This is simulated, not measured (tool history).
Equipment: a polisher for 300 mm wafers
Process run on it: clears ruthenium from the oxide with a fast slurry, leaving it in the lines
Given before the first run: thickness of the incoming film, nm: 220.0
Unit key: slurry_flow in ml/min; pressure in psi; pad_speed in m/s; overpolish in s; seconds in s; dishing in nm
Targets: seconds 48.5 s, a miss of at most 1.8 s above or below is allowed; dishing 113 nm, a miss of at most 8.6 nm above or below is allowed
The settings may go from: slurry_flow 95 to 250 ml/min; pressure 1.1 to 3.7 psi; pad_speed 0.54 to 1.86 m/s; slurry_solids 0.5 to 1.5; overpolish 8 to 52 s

| run | hour | slurry_flow | pressure | pad_speed | slurry_solids | overpolish | seconds | dishing |
|---|---|---|---|---|---|---|---|---|
| 1 | 0 | 160 | 2.4 | 1.18 | 1 | 26 | 52.158 | 72.196 |
| 2 | 0.9 | 160 | 2.4 | 1.4 | 1 | 26 | 44.035 | 84.309 |
| 3 | 3.2 | 155 | 2.4 | 1.4 | 1 | 29 | 44.451 | 92.747 |
| 4 | 6 | 155 | 2.4 | 1.5 | 1 | 29 | 41.907 | 93.564 |
| 5 | 12.7 | 150 | 2.3 | 1.5 | 1 | 31 | 43.131 | 96.166 |
| 6 | 21.4 | 150 | 2.2 | 1.5 | 1 | 33 | 45.172 | 100.43 |
| 7 | 28.7 | 150 | 2.2 | 1.5 | 1 | 34 | 45.989 | 98.671 |
| 8 | 29.9 | 150 | 2.2 | 1.5 | 1 | 36 | 45.728 | 105.27 |
| 9 | 36.3 | 150 | 2.2 | 1.5 | 1 | 37 | 46.705 | 103.62 |

Exercise: of the 5 proposed moves below, exactly one satisfies all targets within the stated allowed misses. Which move is it?
| A | 42.7 | 205 | 1.8 | 1.5 | 1.4 | 52 | ? | ? |
| B | 42.7 | 125 | 2.2 | 1.44 | 1.05 | 45 | ? | ? |
| C | 42.7 | 160 | 2.2 | 1.54 | 1 | 32 | ? | ? |
| D | 42.7 | 135 | 1.7 | 1.82 | 0.95 | 36 | ? | ? |
| E | 42.7 | 180 | 2.3 | 1.52 | 0.95 | 46 | ? | ? |

| move | seconds | dishing |
|---|---|---|
| A | 44.608 | 129.55 |
| B | 47.733 | 116.79 |
| C | 43.591 | 101.21 |
| D | 50.458 | 99.44 |
| E | 42.646 | 124.98 |
A: takes the biggest miss from the last run beyond its target
B: in spec on every target
C: the biggest miss grows against the last run
D: the biggest miss grows against the last run
E: takes the biggest miss from the last run beyond its target
Correct choice: B, which meets every target
